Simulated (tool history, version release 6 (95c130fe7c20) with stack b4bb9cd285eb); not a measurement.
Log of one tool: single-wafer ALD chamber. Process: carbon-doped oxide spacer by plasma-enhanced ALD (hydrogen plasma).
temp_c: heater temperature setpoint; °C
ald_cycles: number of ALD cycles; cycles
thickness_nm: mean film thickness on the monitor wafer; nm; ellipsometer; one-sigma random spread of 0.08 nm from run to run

run 1 hour=0 | temp_c=385 ald_cycles=474 | thickness_nm=23.664
run 2 hour=7.5 | temp_c=385 ald_cycles=509 | thickness_nm=25.483
run 3 hour=14.6 | temp_c=385 ald_cycles=533 | thickness_nm=26.388
run 4 hour=16.8 | temp_c=385 ald_cycles=488 | thickness_nm=24.25
run 5 hour=23 | temp_c=396 ald_cycles=488 | thickness_nm=24.307
run 6 hour=27.7 | temp_c=396 ald_cycles=521 | thickness_nm=25.966

Predict the results of run 7:
run 7 hour=36 | temp_c=396 ald_cycles=543 | thickness_nm=?

thickness_nm: 27.04 nm
